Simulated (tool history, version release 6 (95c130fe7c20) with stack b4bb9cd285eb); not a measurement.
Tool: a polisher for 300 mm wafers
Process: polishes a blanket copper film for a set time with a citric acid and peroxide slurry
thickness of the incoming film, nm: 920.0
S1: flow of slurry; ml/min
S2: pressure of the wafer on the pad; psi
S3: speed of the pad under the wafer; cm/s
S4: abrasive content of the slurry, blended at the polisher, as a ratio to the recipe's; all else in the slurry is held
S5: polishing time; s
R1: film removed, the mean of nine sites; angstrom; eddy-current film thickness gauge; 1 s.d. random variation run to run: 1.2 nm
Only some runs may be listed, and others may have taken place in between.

| run | hour | S1 | S2 | S3 | S4 | S5 | R1 |
|---|---|---|---|---|---|---|---|
| 1 | 0 | 180 | 2 | 98 | 1 | 60 | 884.63 |
| 2 | 2.8 | 180 | 2.2 | 98 | 1 | 60 | 967.41 |
| 3 | 6.9 | 180 | 2.4 | 98 | 1 | 60 | 1056.9 |
| 4 | 13 | 180 | 2.4 | 98 | 0.9 | 60 | 1022.5 |
| 5 | 18.5 | 210 | 2.4 | 98 | 0.9 | 60 | 1062.1 |
| 6 | 19.2 | 215 | 2.4 | 98 | 0.9 | 60 | 1025.8 |

Run 7 comes next. What will it give?
| 7 | 25 | 215 | 2.5 | 98 | 0.9 | 60 | ? |

Run 7 gave R1 1092.8 angstrom.
